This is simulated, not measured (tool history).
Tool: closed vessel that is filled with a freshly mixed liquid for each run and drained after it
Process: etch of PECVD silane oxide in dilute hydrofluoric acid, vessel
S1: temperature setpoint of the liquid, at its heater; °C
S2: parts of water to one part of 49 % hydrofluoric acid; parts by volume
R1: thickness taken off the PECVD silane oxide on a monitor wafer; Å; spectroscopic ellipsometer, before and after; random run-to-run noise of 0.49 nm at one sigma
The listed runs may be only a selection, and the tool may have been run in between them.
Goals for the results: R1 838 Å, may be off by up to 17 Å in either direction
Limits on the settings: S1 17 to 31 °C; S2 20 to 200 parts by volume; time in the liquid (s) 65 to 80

Run 1, hour 0: S1 23 °C, S2 110 parts by volume, time in the liquid (s) 80. Result: R1 247.21 Å.
Run 2, hour 5.2: S1 23 °C, S2 110 parts by volume, time in the liquid (s) 65. Result: R1 202.17 Å.
Run 3, hour 11.2: S1 23 °C, S2 110 parts by volume, time in the liquid (s) 80. Result: R1 249.11 Å.
Run 4, hour 13.4: S1 20 °C, S2 110 parts by volume, time in the liquid (s) 80. Result: R1 219.86 Å.
Run 5, hour 19.8: S1 21.5 °C, S2 110 parts by volume, time in the liquid (s) 80. Result: R1 232.15 Å.
Run 6, hour 27.3: S1 21.5 °C, S2 135 parts by volume, time in the liquid (s) 80. Result: R1 184.46 Å.
Run 7, hour 31.6: S1 22.5 °C, S2 125 parts by volume, time in the liquid (s) 80. Result: R1 210.32 Å.
Run 8, hour 34.8: S1 22.5 °C, S2 125 parts by volume, time in the liquid (s) 80. Result: R1 210.77 Å.
Run 9, hour 37.3: S1 23.5 °C, S2 115 parts by volume, time in the liquid (s) 80. Result: R1 240.74 Å.
Run 10, hour 42.3: S1 24.5 °C, S2 105 parts by volume, time in the liquid (s) 80. Result: R1 278.11 Å.
Run 11, hour 46.1: S1 25 °C, S2 95 parts by volume, time in the liquid (s) 80. Result: R1 319.98 Å.
Run 12, hour 54.9: S1 25.5 °C, S2 90 parts by volume, time in the liquid (s) 80. Result: R1 343.23 Å.
Run 13, hour 60: S1 26 °C, S2 85 parts by volume, time in the liquid (s) 80. Result: R1 372.71 Å.
Run 14, hour 63.1: S1 30 °C, S2 40 parts by volume, time in the liquid (s) 80. Result: R1 993.63 Å.
Run 15, hour 67.6: S1 29.5 °C, S2 40 parts by volume, time in the liquid (s) 80. Result: R1 974.47 Å.
Run 16, hour 70.5: S1 29 °C, S2 40 parts by volume, time in the liquid (s) 80. Result: R1 951.28 Å.

Below are 5 possible settings for the next run. Only one of them brings all results inside the allowed miss of their targets. Which is it?
Run A, hour 73.4: S1 30 °C, S2 35 parts by volume, time in the liquid (s) 80. Result: R1 ?.
Run B, hour 73.4: S1 28.5 °C, S2 35 parts by volume, time in the liquid (s) 80. Result: R1 ?.
Run C, hour 73.4: S1 31 °C, S2 35 parts by volume, time in the liquid (s) 75. Result: R1 ?.
Run D, hour 73.4: S1 31 °C, S2 50 parts by volume, time in the liquid (s) 80. Result: R1 ?.
Run E, hour 73.4: S1 26 °C, S2 40 parts by volume, time in the liquid (s) 80. Result: R1 ?.

move      R1
   A  1136.6
   B  1070.3
   C  1108.7
   D  808.25
   E  840.06
A: misses by more than the last run did
B: misses by more than the last run did
C: misses by more than the last run did
D: takes the result that was furthest off past its target
E: hits every target within its allowed miss
The right move is E.

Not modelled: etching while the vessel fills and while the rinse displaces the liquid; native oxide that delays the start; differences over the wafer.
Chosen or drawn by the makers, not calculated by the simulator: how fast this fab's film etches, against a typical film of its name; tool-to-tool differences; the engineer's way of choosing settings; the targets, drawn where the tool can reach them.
